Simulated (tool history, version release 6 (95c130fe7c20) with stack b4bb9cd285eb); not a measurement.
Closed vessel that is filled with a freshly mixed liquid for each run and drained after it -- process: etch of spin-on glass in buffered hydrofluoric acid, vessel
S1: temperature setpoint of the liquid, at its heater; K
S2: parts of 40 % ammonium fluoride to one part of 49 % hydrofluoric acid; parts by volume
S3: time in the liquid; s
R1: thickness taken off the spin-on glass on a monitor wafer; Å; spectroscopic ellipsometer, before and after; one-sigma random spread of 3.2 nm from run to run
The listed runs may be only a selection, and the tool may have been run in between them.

run  hour      S1   S2   S3      R1
  1   0.0  297.15  9.5  105  3325.8
  2   8.1  297.15  8.0  105  3916.2
  3  12.1  298.15  8.0  105  4104.4
  4  13.9  300.65  8.0  105  4753.4
  5  14.5  297.15  8.0  105  3940.8
  6  22.2  298.15  8.0  105  4099.6
  7  25.2  302.15  8.0  105  5102.0

Forecast run 8:
  8  34.1  303.15  8.0  105   ?

{"run 8": {"R1": 5349.0}}
